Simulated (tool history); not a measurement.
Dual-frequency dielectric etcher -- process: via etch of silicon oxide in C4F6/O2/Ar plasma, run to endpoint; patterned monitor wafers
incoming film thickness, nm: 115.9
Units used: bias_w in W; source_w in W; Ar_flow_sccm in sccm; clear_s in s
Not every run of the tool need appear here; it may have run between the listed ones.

run	hour	bias_w	source_w	Ar_flow_sccm	clear_s
1	0.0	545	380	312	25.363
2	0.6	545	380	261	24.998
3	3.5	545	380	312	25.168
4	4.3	545	330	312	26.375
5	9.2	610	330	312	25.019
6	16.2	570	330	312	25.589
# hour 19.4: Ar flow controller replaced
7	19.4	504	320	314	27.972
8	24.1	480	320	314	28.910
9	27.3	467	320	314	29.670

What does the tool deliver on the next run?
10	33.7	462	320	314	?

clear_s: 29.715 s
